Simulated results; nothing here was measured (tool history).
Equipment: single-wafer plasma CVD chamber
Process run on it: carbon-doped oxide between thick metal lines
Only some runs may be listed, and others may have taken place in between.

| run | day | heater temperature setpoint (K) | chamber pressure (mTorr) | RF power (kW) | deposition time (s) | mean film thickness on the monitor wafer (Å) |
|---|---|---|---|---|---|---|
| 1 | 0.000 | 633.15 | 5840 | 0.565 | 145 | 7218.6 |
| 2 | 0.279 | 634.15 | 5680 | 0.555 | 145 | 7049.8 |
| 3 | 0.558 | 635.15 | 5490 | 0.550 | 145 | 6979.0 |
| 4 | 0.892 | 636.15 | 5320 | 0.540 | 145 | 6821.6 |
| 5 | 1.038 | 637.15 | 5150 | 0.535 | 145 | 6719.0 |
| 6 | 1.321 | 638.15 | 4990 | 0.530 | 145 | 6616.3 |
| 7 | 1.671 | 639.15 | 4850 | 0.530 | 145 | 6606.5 |
| 8 | 1.762 | 640.15 | 4720 | 0.525 | 145 | 6462.4 |
| 9 | 2.046 | 641.15 | 4630 | 0.525 | 145 | 6433.7 |

What does the tool deliver on the next run?
| 10 | 2.150 | 642.15 | 4540 | 0.525 | 145 | ? |

{"run 10": {"mean film thickness on the monitor wafer (Å)": 6384.6}}

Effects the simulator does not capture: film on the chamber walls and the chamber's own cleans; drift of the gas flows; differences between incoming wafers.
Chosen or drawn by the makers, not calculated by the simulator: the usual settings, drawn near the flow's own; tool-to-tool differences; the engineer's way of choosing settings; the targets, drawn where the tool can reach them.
